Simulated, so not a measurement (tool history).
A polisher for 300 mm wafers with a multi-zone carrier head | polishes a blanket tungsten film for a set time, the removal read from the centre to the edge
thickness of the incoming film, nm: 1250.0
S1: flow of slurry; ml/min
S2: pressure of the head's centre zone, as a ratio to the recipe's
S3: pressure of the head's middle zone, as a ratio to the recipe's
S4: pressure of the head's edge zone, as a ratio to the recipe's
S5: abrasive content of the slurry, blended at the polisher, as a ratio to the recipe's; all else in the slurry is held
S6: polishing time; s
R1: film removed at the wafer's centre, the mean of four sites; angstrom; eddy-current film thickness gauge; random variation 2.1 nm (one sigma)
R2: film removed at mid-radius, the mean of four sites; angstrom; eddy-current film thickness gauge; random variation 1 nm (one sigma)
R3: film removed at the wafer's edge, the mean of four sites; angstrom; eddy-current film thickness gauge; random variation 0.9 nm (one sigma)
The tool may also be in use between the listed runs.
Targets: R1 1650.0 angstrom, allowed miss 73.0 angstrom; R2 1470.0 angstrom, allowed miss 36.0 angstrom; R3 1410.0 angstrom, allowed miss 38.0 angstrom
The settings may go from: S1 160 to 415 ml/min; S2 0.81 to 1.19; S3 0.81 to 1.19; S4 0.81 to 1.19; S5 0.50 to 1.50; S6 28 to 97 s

run,hour,S1,S2,S3,S4,S5,S6,R1,R2,R3
1,0.0,265,1.00,1.00,1.00,1.00,62,2049.0,2291.3,2239.8
2,8.2,265,1.01,0.99,0.98,0.95,60,1942.1,2126.4,2113.4
3,10.4,270,1.03,0.99,0.96,0.90,59,1925.1,2082.5,2020.0
4,18.0,270,1.05,0.98,0.95,0.85,58,1847.5,2002.7,1947.6
5,19.0,270,1.05,0.98,0.89,0.85,58,1858.1,1957.1,1900.7
6,26.7,280,1.06,0.97,0.88,0.80,57,1835.5,1925.8,1834.4
7,29.6,285,1.07,0.96,0.87,0.75,56,1706.3,1793.5,1756.3
8,32.3,270,1.08,0.96,0.86,0.75,55,1680.8,1762.5,1685.0
9,37.9,265,1.09,0.95,0.85,0.75,54,1681.7,1716.0,1633.5
10,40.0,255,1.10,0.94,0.85,0.75,54,1690.2,1700.3,1638.8
11,46.6,245,1.11,0.93,0.85,0.75,54,1701.0,1653.4,1649.6
12,51.8,245,1.12,0.93,0.85,0.75,53,1659.7,1639.3,1588.7
13,52.8,240,1.13,0.93,0.85,0.75,53,1668.5,1634.8,1606.4
14,57.1,245,1.14,0.93,0.85,0.75,52,1632.1,1604.1,1574.9
15,59.6,235,1.15,0.93,0.85,0.75,52,1634.0,1591.2,1561.8
# hour 63.5: centre zone pressure recalibrated
16,63.5,230,1.15,0.93,0.85,0.75,52,1820.9,1603.7,1570.5
17,64.5,205,1.12,0.93,0.81,0.50,50,1384.7,1256.8,1228.2
18,70.1,205,1.13,0.94,0.82,0.50,50,1397.7,1275.6,1230.6
19,71.5,280,1.19,0.99,0.92,0.75,51,1843.5,1698.0,1617.8
20,79.5,205,1.17,0.94,0.82,0.80,51,1806.7,1600.7,1507.5
21,82.6,200,1.17,0.94,0.82,0.80,51,1774.7,1582.2,1505.4
22,88.1,195,1.17,0.94,0.82,0.80,51,1782.6,1589.5,1519.6
23,89.8,195,1.17,0.94,0.82,0.80,51,1788.9,1574.7,1521.5
24,90.7,185,1.15,0.95,0.81,0.75,51,1704.6,1553.5,1467.3

4 next moves are on the table. One of them brings every result within its allowed miss. Which?
A,91.6,220,1.15,1.18,0.81,0.70,49,?,?,?
B,91.6,220,1.12,0.93,0.81,0.85,46,?,?,?
C,91.6,265,1.05,0.86,0.85,0.75,51,?,?,?
D,91.6,195,1.02,1.01,0.81,0.80,51,?,?,?

move,R1,R2,R3
A,1650.9,1793.9,1381.6
B,1628.1,1478.8,1398.9
C,1683.6,1505.3,1543.4
D,1605.4,1686.6,1494.0
A: further off than the last run
B: meets every target
C: brings the result that was furthest off to its target, and leaves another outside
D: further off than the last run
The right move is B.

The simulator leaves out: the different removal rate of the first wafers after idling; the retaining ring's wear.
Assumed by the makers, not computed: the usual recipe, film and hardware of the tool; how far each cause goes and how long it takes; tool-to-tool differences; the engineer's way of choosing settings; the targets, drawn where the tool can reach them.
